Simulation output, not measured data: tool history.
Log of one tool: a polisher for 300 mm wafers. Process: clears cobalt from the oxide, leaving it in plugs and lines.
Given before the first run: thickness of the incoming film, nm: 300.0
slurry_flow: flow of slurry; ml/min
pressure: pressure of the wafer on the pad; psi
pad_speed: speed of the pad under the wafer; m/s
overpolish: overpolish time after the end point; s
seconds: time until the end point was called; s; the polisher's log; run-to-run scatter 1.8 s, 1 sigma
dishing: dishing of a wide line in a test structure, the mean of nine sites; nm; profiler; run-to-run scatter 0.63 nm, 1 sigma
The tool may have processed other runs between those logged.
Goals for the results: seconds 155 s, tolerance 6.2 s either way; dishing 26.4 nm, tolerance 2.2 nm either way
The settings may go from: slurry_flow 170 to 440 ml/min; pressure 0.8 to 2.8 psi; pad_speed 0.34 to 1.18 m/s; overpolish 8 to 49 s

run 1 hour=0 | slurry_flow=280 pressure=1.8 pad_speed=0.76 overpolish=25 | seconds=80.455 dishing=54.349
run 2 hour=8.5 | slurry_flow=280 pressure=1.8 pad_speed=0.62 overpolish=25 | seconds=96.56 dishing=47.056
run 3 hour=16.4 | slurry_flow=280 pressure=1.6 pad_speed=0.62 overpolish=22 | seconds=108.6 dishing=40.616
run 4 hour=24.8 | slurry_flow=245 pressure=1.6 pad_speed=0.62 overpolish=22 | seconds=107.87 dishing=42.762
run 5 hour=26.9 | slurry_flow=250 pressure=1.5 pad_speed=0.62 overpolish=19 | seconds=115.81 dishing=34.653
run 6 hour=32.2 | slurry_flow=320 pressure=1.5 pad_speed=0.62 overpolish=19 | seconds=113.88 dishing=37.108
run 7 hour=35.8 | slurry_flow=300 pressure=1 pad_speed=0.6 overpolish=10 | seconds=166.45 dishing=15.917
run 8 hour=38.2 | slurry_flow=300 pressure=1 pad_speed=0.58 overpolish=12 | seconds=173.55 dishing=17.134
run 9 hour=45.3 | slurry_flow=300 pressure=1 pad_speed=0.58 overpolish=14 | seconds=172.8 dishing=20.619
run 10 hour=50.1 | slurry_flow=300 pressure=1 pad_speed=0.58 overpolish=15 | seconds=174.06 dishing=21.958

4 next moves are on the table. One of them brings every result within its allowed miss. Which?
run A hour=54.9 | slurry_flow=210 pressure=1.1 pad_speed=0.62 overpolish=17 | seconds=? dishing=?
run B hour=54.9 | slurry_flow=340 pressure=1.1 pad_speed=0.66 overpolish=16 | seconds=? dishing=?
run C hour=54.9 | slurry_flow=275 pressure=1.4 pad_speed=0.54 overpolish=21 | seconds=? dishing=?
run D hour=54.9 | slurry_flow=285 pressure=1 pad_speed=0.64 overpolish=23 | seconds=? dishing=?

move=A seconds=150.98 dishing=26.829
move=B seconds=137.45 dishing=27.542
move=C seconds=136.79 dishing=34.13
move=D seconds=155.47 dishing=33.242
A: every result lands within tolerance
B: moves the result that the last run missed by most past its target, out the other side
C: moves the result that the last run missed by most past its target, out the other side
D: puts the biggest miss on target and leaves a different result outside tolerance
A is the move that brings every result within its allowed miss.
